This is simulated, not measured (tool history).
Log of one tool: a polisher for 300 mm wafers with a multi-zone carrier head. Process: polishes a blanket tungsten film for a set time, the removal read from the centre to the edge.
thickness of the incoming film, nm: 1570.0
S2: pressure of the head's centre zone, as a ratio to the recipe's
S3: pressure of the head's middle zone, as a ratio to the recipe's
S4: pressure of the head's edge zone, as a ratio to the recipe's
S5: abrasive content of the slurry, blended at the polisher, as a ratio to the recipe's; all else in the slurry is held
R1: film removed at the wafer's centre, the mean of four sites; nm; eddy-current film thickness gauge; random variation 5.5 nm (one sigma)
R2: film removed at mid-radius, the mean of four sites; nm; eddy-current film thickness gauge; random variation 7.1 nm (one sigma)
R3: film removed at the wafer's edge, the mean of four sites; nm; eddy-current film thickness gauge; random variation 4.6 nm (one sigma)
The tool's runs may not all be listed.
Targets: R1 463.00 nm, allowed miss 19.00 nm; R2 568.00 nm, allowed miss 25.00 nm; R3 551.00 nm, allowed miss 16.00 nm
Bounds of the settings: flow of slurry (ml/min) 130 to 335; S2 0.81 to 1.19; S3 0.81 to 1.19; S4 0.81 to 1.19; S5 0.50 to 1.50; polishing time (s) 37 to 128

Run 1, hour 0.0: flow of slurry (ml/min) 215, S2 1.00, S3 1.00, S4 1.00, S5 1.00, polishing time (s) 82. Result: R1 347.17 nm, R2 351.17 nm, R3 360.83 nm.
Run 2, hour 2.1: flow of slurry (ml/min) 215, S2 1.00, S3 1.06, S4 1.00, S5 1.00, polishing time (s) 82. Result: R1 344.35 nm, R2 371.56 nm, R3 368.69 nm.
Run 3, hour 7.4: flow of slurry (ml/min) 220, S2 1.00, S3 1.09, S4 1.02, S5 1.10, polishing time (s) 85. Result: R1 372.73 nm, R2 419.93 nm, R3 391.93 nm.
Run 4, hour 11.0: flow of slurry (ml/min) 220, S2 1.00, S3 1.09, S4 1.02, S5 0.95, polishing time (s) 85. Result: R1 355.79 nm, R2 395.97 nm, R3 377.40 nm.
Run 5, hour 16.0: flow of slurry (ml/min) 220, S2 1.00, S3 1.09, S4 1.02, S5 0.95, polishing time (s) 98. Result: R1 411.07 nm, R2 462.07 nm, R3 436.78 nm.
Run 6, hour 17.0: flow of slurry (ml/min) 220, S2 1.00, S3 1.09, S4 0.99, S5 0.95, polishing time (s) 98. Result: R1 405.99 nm, R2 444.81 nm, R3 431.21 nm.
Run 7, hour 21.9: flow of slurry (ml/min) 220, S2 1.00, S3 1.09, S4 0.99, S5 0.95, polishing time (s) 98. Result: R1 415.33 nm, R2 461.58 nm, R3 428.33 nm.
Run 8, hour 22.8: flow of slurry (ml/min) 220, S2 0.99, S3 1.09, S4 1.03, S5 1.05, polishing time (s) 99. Result: R1 421.01 nm, R2 468.53 nm, R3 450.98 nm.
Run 9, hour 24.0: flow of slurry (ml/min) 220, S2 0.98, S3 1.10, S4 1.05, S5 1.15, polishing time (s) 100. Result: R1 424.63 nm, R2 495.98 nm, R3 470.10 nm.
Run 10, hour 30.3: flow of slurry (ml/min) 225, S2 0.98, S3 1.10, S4 1.07, S5 1.20, polishing time (s) 101. Result: R1 446.13 nm, R2 500.01 nm, R3 495.81 nm.
Run 11, hour 38.4: flow of slurry (ml/min) 235, S2 0.97, S3 1.12, S4 1.09, S5 1.20, polishing time (s) 101. Result: R1 445.42 nm, R2 513.15 nm, R3 496.87 nm.

Which of these 4 next moves meets every target?
Run A, hour 46.5: flow of slurry (ml/min) 275, S2 0.94, S3 1.10, S4 1.09, S5 1.30, polishing time (s) 102. Result: R1 ?, R2 ?, R3 ?.
Run B, hour 46.5: flow of slurry (ml/min) 245, S2 0.94, S3 1.14, S4 1.14, S5 1.00, polishing time (s) 115. Result: R1 ?, R2 ?, R3 ?.
Run C, hour 46.5: flow of slurry (ml/min) 165, S2 0.94, S3 1.19, S4 1.09, S5 1.15, polishing time (s) 109. Result: R1 ?, R2 ?, R3 ?.
Run D, hour 46.5: flow of slurry (ml/min) 320, S2 1.02, S3 1.04, S4 0.99, S5 1.45, polishing time (s) 87. Result: R1 ?, R2 ?, R3 ?.

move      R1      R2      R3
   A  445.22  523.77  518.01
   B  462.57  561.49  551.00
   C  439.80  555.89  518.59
   D  429.95  443.61  439.82
A: nearer than the last run, and not there yet
B: meets every target
C: nearer than the last run, and not there yet
D: further off than the last run
The right move is B.

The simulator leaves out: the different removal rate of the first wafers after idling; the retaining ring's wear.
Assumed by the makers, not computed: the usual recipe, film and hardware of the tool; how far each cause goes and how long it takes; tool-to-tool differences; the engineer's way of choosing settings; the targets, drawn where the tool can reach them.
